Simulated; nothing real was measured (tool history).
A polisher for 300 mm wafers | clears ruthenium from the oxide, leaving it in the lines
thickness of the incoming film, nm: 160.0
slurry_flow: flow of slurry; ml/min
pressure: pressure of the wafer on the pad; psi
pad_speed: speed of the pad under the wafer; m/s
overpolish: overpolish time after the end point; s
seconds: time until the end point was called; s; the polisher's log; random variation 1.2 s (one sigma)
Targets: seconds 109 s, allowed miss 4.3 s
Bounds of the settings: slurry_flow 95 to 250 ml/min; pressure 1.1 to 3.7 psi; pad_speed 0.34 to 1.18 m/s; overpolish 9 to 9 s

run	hour	slurry_flow	pressure	pad_speed	overpolish	seconds
1	0	160	2.4	0.76	9	142.75
2	5.3	160	2.4	0.76	9	139.56
3	7.4	160	2.5	0.76	9	140.95
4	8.2	160	2.6	0.76	9	135.54
5	11.5	160	2.6	0.76	9	131.38
6	13.7	160	2.7	0.76	9	124.76
7	19.3	165	2.9	0.76	9	117.87
8	22	165	3	0.76	9	114.41

5 next moves are on the table. One of them brings every result within its allowed miss. Which?
A	24.7	140	3.3	0.82	9	?
B	24.7	200	3.1	0.76	9	?
C	24.7	100	2.9	1.02	9	?
D	24.7	170	3.1	0.7	9	?
E	24.7	155	3.1	0.88	9	?

move	seconds
A	100.18
B	107.81
C	100.13
D	119.71
E	97.44
A: takes the result that was furthest off past its target
B: meets every target
C: takes the result that was furthest off past its target
D: further off than the last run
E: takes the result that was furthest off past its target
Move B is the one to make.
